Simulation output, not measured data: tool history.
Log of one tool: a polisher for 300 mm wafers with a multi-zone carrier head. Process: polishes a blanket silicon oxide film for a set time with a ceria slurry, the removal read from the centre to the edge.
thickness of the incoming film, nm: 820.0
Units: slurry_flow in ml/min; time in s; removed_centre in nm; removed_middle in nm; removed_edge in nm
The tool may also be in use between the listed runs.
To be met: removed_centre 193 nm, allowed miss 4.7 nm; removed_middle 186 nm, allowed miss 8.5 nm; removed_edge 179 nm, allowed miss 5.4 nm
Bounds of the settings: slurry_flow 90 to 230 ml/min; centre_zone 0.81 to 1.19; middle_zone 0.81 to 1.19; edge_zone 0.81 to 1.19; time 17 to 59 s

run,hour,slurry_flow,centre_zone,middle_zone,edge_zone,time,removed_centre,removed_middle,removed_edge
1,0,150,1,1,1,38,109.57,112.7,118.09
2,3.3,125,1,1,1,38,102.67,104.15,112.43
3,7.2,125,0.97,1,1,38,99.794,106.6,113.45
4,13,125,0.97,1,1,45,117.17,121.99,133.02
# hour 20.9: slurry nozzle cleaned
5,20.9,145,1.01,1.03,1.02,46,147.68,146.97,153.73
6,27.3,160,1.01,1.03,1.01,46,149.91,154.34,155.8
7,35.9,175,1.02,1.02,1.01,46,156.9,157.31,153.27
8,42.4,180,1.03,1.03,1.04,46,159.99,154.83,157.5

Which of these 4 next moves meets every target?
A,48.9,150,0.97,0.95,1.13,39,?,?,?
B,48.9,225,1.05,1.04,0.95,53,?,?,?
C,48.9,155,0.86,1.15,1.01,49,?,?,?
D,48.9,215,0.94,1.08,0.9,52,?,?,?

move,removed_centre,removed_middle,removed_edge
A,121.2,120.31,135.61
B,192.59,182.39,179.05
C,136,166.6,162.39
D,167.88,181.17,170.85
A: further off than the last run
B: meets every target
C: further off than the last run
D: nearer than the last run, and not there yet
Move B is the one to make.

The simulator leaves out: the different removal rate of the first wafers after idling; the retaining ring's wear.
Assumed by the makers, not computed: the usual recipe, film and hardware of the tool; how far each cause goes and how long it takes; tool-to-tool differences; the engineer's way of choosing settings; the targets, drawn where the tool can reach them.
